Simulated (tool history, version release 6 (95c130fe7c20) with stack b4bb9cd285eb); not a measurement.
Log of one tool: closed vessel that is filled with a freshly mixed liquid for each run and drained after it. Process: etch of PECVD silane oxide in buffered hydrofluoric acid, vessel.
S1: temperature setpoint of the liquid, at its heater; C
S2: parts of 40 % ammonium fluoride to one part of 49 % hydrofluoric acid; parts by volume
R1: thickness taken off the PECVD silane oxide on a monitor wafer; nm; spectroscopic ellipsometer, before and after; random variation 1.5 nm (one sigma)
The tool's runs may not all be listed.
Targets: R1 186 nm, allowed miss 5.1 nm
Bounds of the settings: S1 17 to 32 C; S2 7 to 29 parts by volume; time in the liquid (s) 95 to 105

{"run": 1, "day": 0.0, "S1": 24, "S2": 18, "time in the liquid (s)": 95, "R1": 160.84}
{"run": 2, "day": 0.354, "S1": 24, "S2": 21, "time in the liquid (s)": 95, "R1": 138.67}
{"run": 3, "day": 0.604, "S1": 22, "S2": 21, "time in the liquid (s)": 95, "R1": 125.14}
{"run": 4, "day": 0.858, "S1": 24.5, "S2": 21, "time in the liquid (s)": 95, "R1": 143.49}
{"run": 5, "day": 0.921, "S1": 26, "S2": 21, "time in the liquid (s)": 95, "R1": 156.18}
{"run": 6, "day": 1.121, "S1": 27.5, "S2": 21, "time in the liquid (s)": 95, "R1": 168.66}
{"run": 7, "day": 1.329, "S1": 28, "S2": 21, "time in the liquid (s)": 95, "R1": 175.83}
{"run": 8, "day": 1.654, "S1": 28.5, "S2": 21, "time in the liquid (s)": 95, "R1": 177.79}

Which of these 4 next moves meets every target?
{"run": "A", "day": 1.979, "S1": 27.5, "S2": 20.5, "time in the liquid (s)": 95, "R1": "?"}
{"run": "B", "day": 1.979, "S1": 25.5, "S2": 19.5, "time in the liquid (s)": 100, "R1": "?"}
{"run": "C", "day": 1.979, "S1": 31, "S2": 22.5, "time in the liquid (s)": 95, "R1": "?"}
{"run": "D", "day": 1.979, "S1": 28.5, "S2": 21.5, "time in the liquid (s)": 100, "R1": "?"}

move=A R1=171.86
move=B R1=169.37
move=C R1=194.17
move=D R1=184.71
A: further off than the last run
B: further off than the last run
C: takes the result that was furthest off past its target
D: meets every target
Answer: D

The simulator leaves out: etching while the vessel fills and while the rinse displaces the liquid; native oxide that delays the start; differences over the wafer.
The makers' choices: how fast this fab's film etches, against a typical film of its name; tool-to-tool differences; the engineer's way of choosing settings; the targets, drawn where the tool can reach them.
